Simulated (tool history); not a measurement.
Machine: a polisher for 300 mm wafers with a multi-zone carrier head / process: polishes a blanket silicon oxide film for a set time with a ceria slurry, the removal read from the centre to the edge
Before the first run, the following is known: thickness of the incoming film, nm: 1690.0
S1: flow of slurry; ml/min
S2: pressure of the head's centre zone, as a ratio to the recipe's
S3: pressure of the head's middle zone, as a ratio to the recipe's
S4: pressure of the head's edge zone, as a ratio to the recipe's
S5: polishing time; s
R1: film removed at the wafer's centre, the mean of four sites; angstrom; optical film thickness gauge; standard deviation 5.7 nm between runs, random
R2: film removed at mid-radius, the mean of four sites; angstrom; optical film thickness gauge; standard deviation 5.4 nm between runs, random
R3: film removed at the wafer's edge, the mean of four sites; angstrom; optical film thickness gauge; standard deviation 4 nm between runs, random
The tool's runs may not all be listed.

{"run": 1, "hour": 0.0, "S1": 240, "S2": 1.0, "S3": 1.0, "S4": 1.0, "S5": 60, "R1": 4154.7, "R2": 4051.4, "R3": 4117.1}
{"run": 2, "hour": 2.5, "S1": 240, "S2": 1.03, "S3": 1.0, "S4": 1.0, "S5": 60, "R1": 4213.5, "R2": 4134.5, "R3": 4232.8}
{"run": 3, "hour": 4.7, "S1": 260, "S2": 1.03, "S3": 0.99, "S4": 0.95, "S5": 58, "R1": 4223.2, "R2": 4039.0, "R3": 4050.0}
{"run": 4, "hour": 6.7, "S1": 260, "S2": 1.03, "S3": 0.99, "S4": 0.95, "S5": 65, "R1": 4676.7, "R2": 4509.3, "R3": 4441.5}
{"run": 5, "hour": 8.4, "S1": 260, "S2": 1.03, "S3": 0.99, "S4": 1.01, "S5": 65, "R1": 4655.9, "R2": 4603.3, "R3": 4746.9}
{"run": 6, "hour": 17.3, "S1": 260, "S2": 1.08, "S3": 0.99, "S4": 1.01, "S5": 65, "R1": 4890.1, "R2": 4563.5, "R3": 4606.9}
{"run": 7, "hour": 24.4, "S1": 245, "S2": 1.07, "S3": 0.99, "S4": 0.98, "S5": 62, "R1": 4652.5, "R2": 4355.8, "R3": 4367.1}
{"run": 8, "hour": 30.9, "S1": 240, "S2": 1.06, "S3": 0.99, "S4": 0.95, "S5": 59, "R1": 4224.0, "R2": 4072.0, "R3": 4029.7}

Forecast run 9:
{"run": 9, "hour": 31.8, "S1": 235, "S2": 1.08, "S3": 0.97, "S4": 0.92, "S5": 58, "R1": "?", "R2": "?", "R3": "?"}

R1: 4297.1 angstrom
R2: 4062.3 angstrom
R3: 3852.4 angstrom
